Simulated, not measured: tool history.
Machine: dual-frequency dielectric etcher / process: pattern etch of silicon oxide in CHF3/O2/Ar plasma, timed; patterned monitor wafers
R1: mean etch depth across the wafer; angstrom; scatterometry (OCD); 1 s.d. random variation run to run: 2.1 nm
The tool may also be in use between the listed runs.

{"run": 1, "hour": 0.0, "source power (W)": 700, "bias power (W)": 138, "etch time (s)": 275, "R1": 5447.9}
{"run": 2, "hour": 5.4, "source power (W)": 790, "bias power (W)": 138, "etch time (s)": 275, "R1": 5825.0}
{"run": 3, "hour": 9.3, "source power (W)": 760, "bias power (W)": 137, "etch time (s)": 275, "R1": 5745.8}
{"run": 4, "hour": 13.3, "source power (W)": 730, "bias power (W)": 136, "etch time (s)": 275, "R1": 5579.8}
{"run": 5, "hour": 22.0, "source power (W)": 730, "bias power (W)": 126, "etch time (s)": 275, "R1": 5511.6}
{"run": 6, "hour": 30.2, "source power (W)": 710, "bias power (W)": 125, "etch time (s)": 275, "R1": 5410.6}
{"run": 7, "hour": 33.9, "source power (W)": 690, "bias power (W)": 124, "etch time (s)": 275, "R1": 5347.3}
{"run": 8, "hour": 34.4, "source power (W)": 670, "bias power (W)": 123, "etch time (s)": 275, "R1": 5232.8}
{"run": 9, "hour": 36.7, "source power (W)": 660, "bias power (W)": 123, "etch time (s)": 275, "R1": 5171.5}
{"run": 10, "hour": 41.9, "source power (W)": 650, "bias power (W)": 123, "etch time (s)": 275, "R1": 5131.6}
{"run": 11, "hour": 50.9, "source power (W)": 640, "bias power (W)": 123, "etch time (s)": 275, "R1": 5102.5}
{"run": 12, "hour": 52.9, "source power (W)": 630, "bias power (W)": 123, "etch time (s)": 275, "R1": 5065.3}
{"run": 13, "hour": 61.3, "source power (W)": 620, "bias power (W)": 123, "etch time (s)": 275, "R1": 4971.8}

Run 14 has not been measured yet. What should we expect?
{"run": 14, "hour": 62.2, "source power (W)": 610, "bias power (W)": 123, "etch time (s)": 275, "R1": "?"}

{"run 14": {"R1": 4954.6}}

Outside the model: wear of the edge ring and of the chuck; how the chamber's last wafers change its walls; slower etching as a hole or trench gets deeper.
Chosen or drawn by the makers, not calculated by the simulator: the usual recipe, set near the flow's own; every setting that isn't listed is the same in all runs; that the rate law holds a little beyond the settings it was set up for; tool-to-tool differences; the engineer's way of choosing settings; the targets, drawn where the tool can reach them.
